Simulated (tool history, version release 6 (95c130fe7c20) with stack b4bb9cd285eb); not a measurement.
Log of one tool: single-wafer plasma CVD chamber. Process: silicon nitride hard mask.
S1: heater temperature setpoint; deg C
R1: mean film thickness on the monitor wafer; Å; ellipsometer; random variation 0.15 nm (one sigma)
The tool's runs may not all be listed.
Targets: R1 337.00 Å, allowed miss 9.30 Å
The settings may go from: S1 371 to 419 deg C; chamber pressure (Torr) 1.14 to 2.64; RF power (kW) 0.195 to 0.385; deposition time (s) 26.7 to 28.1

run 1 hour=0.0 | S1=395 chamber_pressure_(Torr)=1.89 RF_power_(kW)=0.290 deposition_time_(s)=28.1 | R1=378.06
run 2 hour=6.6 | S1=395 chamber_pressure_(Torr)=1.83 RF_power_(kW)=0.285 deposition_time_(s)=28.1 | R1=371.09
run 3 hour=9.0 | S1=395 chamber_pressure_(Torr)=1.78 RF_power_(kW)=0.280 deposition_time_(s)=28.1 | R1=363.48
run 4 hour=16.7 | S1=395 chamber_pressure_(Torr)=2.01 RF_power_(kW)=0.280 deposition_time_(s)=28.1 | R1=370.62
run 5 hour=23.0 | S1=395 chamber_pressure_(Torr)=2.01 RF_power_(kW)=0.255 deposition_time_(s)=28.1 | R1=353.96
run 6 hour=30.9 | S1=388 chamber_pressure_(Torr)=2.01 RF_power_(kW)=0.255 deposition_time_(s)=28.1 | R1=357.15
run 7 hour=32.9 | S1=388 chamber_pressure_(Torr)=1.98 RF_power_(kW)=0.255 deposition_time_(s)=28.1 | R1=353.74
run 8 hour=39.4 | S1=388 chamber_pressure_(Torr)=1.96 RF_power_(kW)=0.255 deposition_time_(s)=28.1 | R1=352.41
run 9 hour=43.0 | S1=388 chamber_pressure_(Torr)=1.94 RF_power_(kW)=0.255 deposition_time_(s)=28.1 | R1=353.09

4 next moves are on the table. One of them brings every result within its allowed miss. Which?
run A hour=46.6 | S1=393 chamber_pressure_(Torr)=1.99 RF_power_(kW)=0.275 deposition_time_(s)=28.1 | R1=?
run B hour=46.6 | S1=382 chamber_pressure_(Torr)=1.81 RF_power_(kW)=0.235 deposition_time_(s)=26.7 | R1=?
run C hour=46.6 | S1=384 chamber_pressure_(Torr)=1.73 RF_power_(kW)=0.275 deposition_time_(s)=26.7 | R1=?
run D hour=46.6 | S1=403 chamber_pressure_(Torr)=1.61 RF_power_(kW)=0.245 deposition_time_(s)=27.2 | R1=?

move=A R1=368.47
move=B R1=311.86
move=C R1=339.01
move=D R1=313.73
A: further off than the last run
B: takes the result that was furthest off past its target
C: meets every target
D: takes the result that was furthest off past its target
The right move is C.

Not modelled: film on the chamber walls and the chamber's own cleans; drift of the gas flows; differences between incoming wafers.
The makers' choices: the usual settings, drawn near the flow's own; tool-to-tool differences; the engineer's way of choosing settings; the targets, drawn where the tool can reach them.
